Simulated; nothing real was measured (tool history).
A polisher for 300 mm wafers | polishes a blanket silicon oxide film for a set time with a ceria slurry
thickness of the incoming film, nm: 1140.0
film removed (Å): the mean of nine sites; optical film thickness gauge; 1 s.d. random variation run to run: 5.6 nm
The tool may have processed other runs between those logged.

run	hour	flow of slurry (ml/min)	pressure of the wafer on the pad (psi)	speed of the pad under the wafer (m/s)	polishing time (s)	film removed (Å)
1	0	210	3.4	1.24	76	4593.5
2	0.9	215	3.9	1.26	76	5241.1
3	5.7	250	3.9	1.26	76	5331.7
4	8.5	250	3.9	1.08	76	4707.9
5	15.5	250	4.3	1.16	76	5436.8
6	23.4	250	4.6	1.22	76	6158.4
7	32.5	250	4.8	1.26	76	6563.8
8	34.2	250	4.9	1.3	76	6906.3

Run 9, settings as shown, results not yet in. Your forecast:
9	39.4	250	5	1.34	76	?

film removed (Å): 7241.6
